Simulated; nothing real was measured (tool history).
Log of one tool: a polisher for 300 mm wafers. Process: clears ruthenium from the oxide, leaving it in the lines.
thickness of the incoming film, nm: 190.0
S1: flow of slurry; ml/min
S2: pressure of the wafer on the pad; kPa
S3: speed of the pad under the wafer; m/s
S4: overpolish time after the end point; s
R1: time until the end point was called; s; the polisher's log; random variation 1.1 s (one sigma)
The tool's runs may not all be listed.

run  hour   S1    S2    S3  S4       R1
  1   0.0  250  17.9  0.98  22  130.570
  2   0.8  275  17.9  0.98  22  128.920
  3   4.1  275  20.7  1.00  22  109.360
  4  10.0  275  22.8  1.02  22  100.830
  5  17.7  275  22.8  0.86  22  118.340
  6  19.6  280  24.1  0.94  22  103.050
  7  21.3  280  24.8  1.00  22   94.321
  8  23.4  280  25.5  1.04  22   87.899
  9  26.0  280  26.2  1.08  22   81.892
 10  34.3  280  26.2  1.08  22   82.813
 11  36.4  280  26.9  1.10  22   77.720

Forecast run 12:
 12  41.3  280  26.9  1.12  22   ?

R1: 80.338 s

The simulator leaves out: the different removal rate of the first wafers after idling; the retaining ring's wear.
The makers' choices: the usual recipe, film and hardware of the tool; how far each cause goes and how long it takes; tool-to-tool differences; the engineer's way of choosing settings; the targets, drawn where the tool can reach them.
